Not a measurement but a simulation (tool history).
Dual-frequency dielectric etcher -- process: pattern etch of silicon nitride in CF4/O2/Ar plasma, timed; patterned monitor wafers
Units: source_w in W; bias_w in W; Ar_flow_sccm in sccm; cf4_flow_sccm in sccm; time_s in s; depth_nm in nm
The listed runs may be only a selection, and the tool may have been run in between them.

{"run": 1, "hour": 0.0, "source_w": 740, "bias_w": 42, "Ar_flow_sccm": 89, "cf4_flow_sccm": 99, "time_s": 15.5, "depth_nm": 34.216}
{"run": 2, "hour": 2.7, "source_w": 690, "bias_w": 42, "Ar_flow_sccm": 89, "cf4_flow_sccm": 99, "time_s": 15.5, "depth_nm": 31.947}
{"run": 3, "hour": 9.0, "source_w": 690, "bias_w": 38, "Ar_flow_sccm": 89, "cf4_flow_sccm": 99, "time_s": 15.5, "depth_nm": 30.611}
{"run": 4, "hour": 17.1, "source_w": 640, "bias_w": 38, "Ar_flow_sccm": 89, "cf4_flow_sccm": 99, "time_s": 15.5, "depth_nm": 28.435}
{"run": 5, "hour": 24.7, "source_w": 610, "bias_w": 38, "Ar_flow_sccm": 89, "cf4_flow_sccm": 99, "time_s": 15.5, "depth_nm": 26.819}
{"run": 6, "hour": 33.6, "source_w": 610, "bias_w": 38, "Ar_flow_sccm": 89, "cf4_flow_sccm": 85, "time_s": 15.5, "depth_nm": 26.342}

Run 7, settings as shown, results not yet in. Your forecast:
{"run": 7, "hour": 40.6, "source_w": 590, "bias_w": 38, "Ar_flow_sccm": 89, "cf4_flow_sccm": 85, "time_s": 15.5, "depth_nm": "?"}

For run 7 the tool returned depth_nm 25.364 nm.
